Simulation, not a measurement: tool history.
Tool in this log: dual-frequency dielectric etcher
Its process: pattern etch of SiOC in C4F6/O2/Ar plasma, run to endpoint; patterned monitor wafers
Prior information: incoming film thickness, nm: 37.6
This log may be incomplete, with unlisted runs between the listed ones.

Run 1, day 0: bias power (kW) 0.418, source power (kW) 0.46. Result: endpoint time (s) 12.09.
Run 2, day 0.254: bias power (kW) 0.418, source power (kW) 0.54. Result: endpoint time (s) 11.613.
Run 3, day 0.533: bias power (kW) 0.396, source power (kW) 0.53. Result: endpoint time (s) 11.697.
Run 4, day 0.646: bias power (kW) 0.378, source power (kW) 0.51. Result: endpoint time (s) 11.991.
Run 5, day 0.979: bias power (kW) 0.449, source power (kW) 0.51. Result: endpoint time (s) 11.594.
Run 6, day 1.146: bias power (kW) 0.427, source power (kW) 0.49. Result: endpoint time (s) 11.825.
Run 7, day 1.492: bias power (kW) 0.407, source power (kW) 0.48. Result: endpoint time (s) 11.944.

Run 8 comes next. What will it give?
Run 8, day 1.592: bias power (kW) 0.388, source power (kW) 0.46. Result: endpoint time (s) ?.

{"run 8": {"endpoint time (s)": 12.246}}

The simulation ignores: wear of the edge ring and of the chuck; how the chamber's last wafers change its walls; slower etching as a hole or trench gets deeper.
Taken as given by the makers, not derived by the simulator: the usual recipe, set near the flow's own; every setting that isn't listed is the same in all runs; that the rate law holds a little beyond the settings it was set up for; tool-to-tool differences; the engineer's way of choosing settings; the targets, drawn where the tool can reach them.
